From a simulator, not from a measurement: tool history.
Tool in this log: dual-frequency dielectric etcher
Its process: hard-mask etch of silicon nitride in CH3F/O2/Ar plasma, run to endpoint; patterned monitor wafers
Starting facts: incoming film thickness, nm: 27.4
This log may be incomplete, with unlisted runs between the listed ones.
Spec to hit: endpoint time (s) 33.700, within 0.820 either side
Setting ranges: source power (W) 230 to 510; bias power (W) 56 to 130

run 1 hour=0.0 | source_power_(W)=370 bias_power_(W)=93 | endpoint_time_(s)=38.507
run 2 hour=6.9 | source_power_(W)=420 bias_power_(W)=93 | endpoint_time_(s)=36.435
run 3 hour=15.4 | source_power_(W)=370 bias_power_(W)=93 | endpoint_time_(s)=39.054
run 4 hour=21.4 | source_power_(W)=370 bias_power_(W)=103 | endpoint_time_(s)=37.309
run 5 hour=28.5 | source_power_(W)=370 bias_power_(W)=89 | endpoint_time_(s)=39.111
run 6 hour=36.2 | source_power_(W)=390 bias_power_(W)=91 | endpoint_time_(s)=37.921
run 7 hour=39.2 | source_power_(W)=410 bias_power_(W)=92 | endpoint_time_(s)=37.438
run 8 hour=43.5 | source_power_(W)=430 bias_power_(W)=94 | endpoint_time_(s)=36.303
run 9 hour=46.8 | source_power_(W)=440 bias_power_(W)=95 | endpoint_time_(s)=36.041
run 10 hour=54.1 | source_power_(W)=450 bias_power_(W)=96 | endpoint_time_(s)=35.743
run 11 hour=63.0 | source_power_(W)=460 bias_power_(W)=98 | endpoint_time_(s)=35.575

Next run, 4 choices. One meets every target within its allowed miss, the rest don't. Which?
run A hour=71.9 | source_power_(W)=470 bias_power_(W)=126 | endpoint_time_(s)=?
run B hour=71.9 | source_power_(W)=510 bias_power_(W)=121 | endpoint_time_(s)=?
run C hour=71.9 | source_power_(W)=510 bias_power_(W)=115 | endpoint_time_(s)=?
run D hour=71.9 | source_power_(W)=460 bias_power_(W)=112 | endpoint_time_(s)=?

move=A endpoint_time_(s)=32.030
move=B endpoint_time_(s)=31.627
move=C endpoint_time_(s)=32.198
move=D endpoint_time_(s)=33.631
A: the result that was furthest off in the last run now lies on the other side of its target
B: the result that was furthest off in the last run now lies on the other side of its target
C: the result that was furthest off in the last run now lies on the other side of its target
D: meets every target
Correct choice: D, which meets every target

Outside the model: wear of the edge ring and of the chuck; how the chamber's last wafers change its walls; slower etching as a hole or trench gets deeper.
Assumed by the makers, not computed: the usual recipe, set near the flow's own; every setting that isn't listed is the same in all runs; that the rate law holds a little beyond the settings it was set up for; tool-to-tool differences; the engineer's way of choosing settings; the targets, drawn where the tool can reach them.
